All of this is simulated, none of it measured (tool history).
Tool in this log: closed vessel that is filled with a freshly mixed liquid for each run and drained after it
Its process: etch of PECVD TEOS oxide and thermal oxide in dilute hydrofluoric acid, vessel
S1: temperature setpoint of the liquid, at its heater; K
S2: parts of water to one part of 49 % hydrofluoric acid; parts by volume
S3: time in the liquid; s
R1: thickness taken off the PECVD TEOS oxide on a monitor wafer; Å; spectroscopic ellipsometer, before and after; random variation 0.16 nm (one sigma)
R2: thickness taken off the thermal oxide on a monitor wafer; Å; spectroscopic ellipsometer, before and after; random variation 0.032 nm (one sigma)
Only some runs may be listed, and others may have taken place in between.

run 1 hour=0 | S1=296.15 S2=230 S3=305 | R1=244.02 R2=54.907
run 2 hour=8.2 | S1=292.65 S2=230 S3=305 | R1=213.5 R2=48.81
run 3 hour=8.7 | S1=292.15 S2=230 S3=305 | R1=212.97 R2=47.628
run 4 hour=17 | S1=291.65 S2=230 S3=305 | R1=206.53 R2=46.233
run 5 hour=25.6 | S1=291.15 S2=230 S3=305 | R1=202.02 R2=45.365
run 6 hour=28.6 | S1=291.15 S2=295 S3=305 | R1=151.36 R2=33.665
run 7 hour=31.5 | S1=293.65 S2=295 S3=305 | R1=163.49 R2=37.309
run 8 hour=34.1 | S1=295.15 S2=290 S3=305 | R1=176.17 R2=40.17
run 9 hour=40.9 | S1=296.15 S2=290 S3=305 | R1=183.28 R2=41.152

Predict the results of run 10:
run 10 hour=46 | S1=296.65 S2=290 S3=305 | R1=? R2=?

Logged for run 10: R1 186.48 Å, R2 42.496 Å.
